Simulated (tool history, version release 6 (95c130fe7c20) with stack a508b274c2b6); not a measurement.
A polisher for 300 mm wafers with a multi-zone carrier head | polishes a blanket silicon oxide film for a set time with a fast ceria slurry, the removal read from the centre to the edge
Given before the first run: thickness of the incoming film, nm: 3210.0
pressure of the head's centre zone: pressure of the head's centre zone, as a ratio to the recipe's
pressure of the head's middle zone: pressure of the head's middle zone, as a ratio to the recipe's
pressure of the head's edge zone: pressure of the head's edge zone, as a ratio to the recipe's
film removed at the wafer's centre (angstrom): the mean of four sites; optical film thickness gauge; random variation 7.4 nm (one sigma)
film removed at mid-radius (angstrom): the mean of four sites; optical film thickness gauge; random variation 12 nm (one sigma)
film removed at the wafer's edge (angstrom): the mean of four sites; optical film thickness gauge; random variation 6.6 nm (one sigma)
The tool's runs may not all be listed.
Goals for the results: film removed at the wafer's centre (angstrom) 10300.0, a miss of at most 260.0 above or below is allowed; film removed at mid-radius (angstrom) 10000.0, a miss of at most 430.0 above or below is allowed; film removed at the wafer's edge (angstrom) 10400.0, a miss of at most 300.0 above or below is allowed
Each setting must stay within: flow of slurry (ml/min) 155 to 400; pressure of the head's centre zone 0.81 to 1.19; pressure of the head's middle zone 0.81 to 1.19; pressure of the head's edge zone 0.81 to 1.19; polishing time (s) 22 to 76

| run | hour | flow of slurry (ml/min) | pressure of the head's centre zone | pressure of the head's middle zone | pressure of the head's edge zone | polishing time (s) | film removed at the wafer's centre (angstrom) | film removed at mid-radius (angstrom) | film removed at the wafer's edge (angstrom) |
|---|---|---|---|---|---|---|---|---|---|
| 1 | 0.0 | 255 | 1.00 | 1.00 | 1.00 | 49 | 7659.0 | 7697.8 | 7582.2 |
| 2 | 7.9 | 255 | 1.06 | 1.00 | 1.00 | 49 | 8062.8 | 7674.1 | 7509.2 |
| 3 | 15.8 | 260 | 1.06 | 1.01 | 1.04 | 52 | 8551.6 | 8112.8 | 8188.7 |
| 4 | 21.9 | 230 | 1.06 | 1.01 | 1.04 | 52 | 8454.9 | 8413.8 | 8064.3 |
| 5 | 23.0 | 230 | 1.11 | 1.01 | 1.04 | 52 | 8736.0 | 8135.6 | 8129.1 |
| 6 | 25.9 | 230 | 1.11 | 1.01 | 1.04 | 41 | 6962.8 | 6375.4 | 6370.1 |
| 7 | 32.6 | 245 | 1.11 | 1.02 | 1.07 | 46 | 7903.6 | 7440.7 | 7341.4 |
| 8 | 41.2 | 265 | 1.10 | 1.02 | 1.10 | 49 | 8352.5 | 7946.6 | 7960.3 |
| 9 | 43.5 | 280 | 1.09 | 1.03 | 1.19 | 62 | 10508.0 | 10169.0 | 10578.0 |
| 10 | 49.6 | 275 | 1.09 | 1.03 | 1.19 | 62 | 10725.0 | 10139.0 | 10398.0 |

5 candidate next runs follow, results not yet known. Just one meets every target within its allowed miss. Identify it.
| A | 55.7 | 315 | 1.07 | 1.07 | 1.16 | 64 | ? | ? | ? |
| B | 55.7 | 330 | 1.13 | 0.90 | 1.19 | 60 | ? | ? | ? |
| C | 55.7 | 250 | 1.04 | 1.14 | 1.16 | 62 | ? | ? | ? |
| D | 55.7 | 325 | 1.13 | 1.02 | 1.16 | 61 | ? | ? | ? |
| E | 55.7 | 205 | 1.06 | 1.01 | 1.15 | 64 | ? | ? | ? |

| move | film removed at the wafer's centre (angstrom) | film removed at mid-radius (angstrom) | film removed at the wafer's edge (angstrom) |
|---|---|---|---|
| A | 10974.0 | 10798.0 | 10769.0 |
| B | 10840.0 | 8784.4 | 10287.0 |
| C | 10109.0 | 10794.0 | 10242.0 |
| D | 11014.0 | 9906.3 | 10293.0 |
| E | 10326.0 | 9809.9 | 10356.0 |
A: the biggest miss grows against the last run
B: the biggest miss grows against the last run
C: brings the result that was furthest off to its target, and leaves another outside
D: the biggest miss grows against the last run
E: all results land within tolerance of their targets
Move E is the one to make.
